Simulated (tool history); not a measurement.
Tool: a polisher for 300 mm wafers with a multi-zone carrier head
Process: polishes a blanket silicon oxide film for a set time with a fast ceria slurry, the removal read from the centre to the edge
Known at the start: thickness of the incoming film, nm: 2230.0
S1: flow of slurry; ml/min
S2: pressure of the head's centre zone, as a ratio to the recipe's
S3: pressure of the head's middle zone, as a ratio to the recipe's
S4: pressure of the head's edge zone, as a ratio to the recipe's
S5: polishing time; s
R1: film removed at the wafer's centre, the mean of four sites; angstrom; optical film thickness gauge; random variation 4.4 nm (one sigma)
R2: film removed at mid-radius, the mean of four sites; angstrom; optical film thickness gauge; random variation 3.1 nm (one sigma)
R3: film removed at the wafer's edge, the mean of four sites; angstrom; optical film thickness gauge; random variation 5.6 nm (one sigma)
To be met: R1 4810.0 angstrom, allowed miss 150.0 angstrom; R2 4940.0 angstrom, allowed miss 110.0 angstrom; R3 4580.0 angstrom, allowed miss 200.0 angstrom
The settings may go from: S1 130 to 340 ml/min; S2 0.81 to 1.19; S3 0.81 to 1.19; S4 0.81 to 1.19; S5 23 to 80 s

run 1 hour=0.0 | S1=220 S2=1.00 S3=1.00 S4=1.00 S5=51 | R1=6340.5 R2=6344.4 R3=6166.2
run 2 hour=7.9 | S1=220 S2=1.07 S3=1.00 S4=1.00 S5=51 | R1=6748.9 R2=6419.3 R3=6309.0
run 3 hour=10.4 | S1=220 S2=1.05 S3=0.99 S4=0.98 S5=50 | R1=6566.4 R2=6126.5 R3=6019.4
run 4 hour=18.4 | S1=185 S2=1.05 S3=0.99 S4=0.98 S5=50 | R1=6336.3 R2=5958.0 R3=5924.3
run 5 hour=23.4 | S1=185 S2=1.03 S3=0.99 S4=0.96 S5=49 | R1=6047.8 R2=5849.9 R3=5770.2
run 6 hour=28.7 | S1=225 S2=1.03 S3=0.99 S4=0.96 S5=49 | R1=6317.8 R2=6069.0 R3=5935.6
run 7 hour=30.7 | S1=220 S2=1.02 S3=0.99 S4=0.94 S5=48 | R1=5925.7 R2=5977.0 R3=5722.8
run 8 hour=37.1 | S1=215 S2=1.02 S3=0.99 S4=0.92 S5=47 | R1=5780.4 R2=5783.6 R3=5601.8
run 9 hour=40.3 | S1=255 S2=1.00 S3=1.01 S4=0.82 S5=36 | R1=4559.8 R2=4650.0 R3=4069.0
run 10 hour=46.8 | S1=255 S2=1.00 S3=1.01 S4=0.84 S5=36 | R1=4534.9 R2=4563.8 R3=4083.5
run 11 hour=50.2 | S1=255 S2=1.00 S3=1.02 S4=0.86 S5=36 | R1=4553.2 R2=4649.0 R3=4133.8
run 12 hour=55.9 | S1=255 S2=1.00 S3=1.02 S4=0.88 S5=36 | R1=4557.6 R2=4640.8 R3=4188.0
run 13 hour=62.3 | S1=260 S2=1.00 S3=1.02 S4=0.89 S5=36 | R1=4560.2 R2=4660.5 R3=4179.5
run 14 hour=67.6 | S1=260 S2=1.00 S3=1.02 S4=0.89 S5=36 | R1=4508.3 R2=4638.5 R3=4280.9
run 15 hour=73.6 | S1=265 S2=1.00 S3=1.02 S4=0.90 S5=36 | R1=4515.2 R2=4653.3 R3=4230.8
run 16 hour=75.7 | S1=265 S2=1.00 S3=1.02 S4=0.91 S5=36 | R1=4500.8 R2=4625.5 R3=4313.7
run 17 hour=76.6 | S1=265 S2=1.00 S3=1.03 S4=0.92 S5=36 | R1=4476.4 R2=4687.1 R3=4269.2
run 18 hour=83.0 | S1=265 S2=1.00 S3=1.03 S4=0.93 S5=36 | R1=4686.1 R2=4716.6 R3=4310.7

5 next moves are on the table. One of them brings every result within its allowed miss. Which?
run A hour=89.4 | S1=190 S2=0.91 S3=1.04 S4=0.97 S5=41 | R1=? R2=? R3=?
run B hour=89.4 | S1=290 S2=1.09 S3=1.04 S4=0.89 S5=33 | R1=? R2=? R3=?
run C hour=89.4 | S1=235 S2=0.92 S3=1.00 S4=0.94 S5=39 | R1=? R2=? R3=?
run D hour=89.4 | S1=270 S2=1.01 S3=0.91 S4=0.98 S5=37 | R1=? R2=? R3=?
run E hour=89.4 | S1=275 S2=1.02 S3=1.06 S4=0.96 S5=37 | R1=? R2=? R3=?

move=A R1=4444.4 R2=5107.6 R3=4902.6
move=B R1=4573.7 R2=4350.7 R3=3958.1
move=C R1=4430.5 R2=4874.0 R3=4709.2
move=D R1=4704.3 R2=4388.4 R3=4621.3
move=E R1=4766.5 R2=4921.1 R3=4575.3
A: takes the result that was furthest off past its target
B: further off than the last run
C: brings the result that was furthest off to its target, and leaves another outside
D: further off than the last run
E: meets every target
Move E is the one to make.
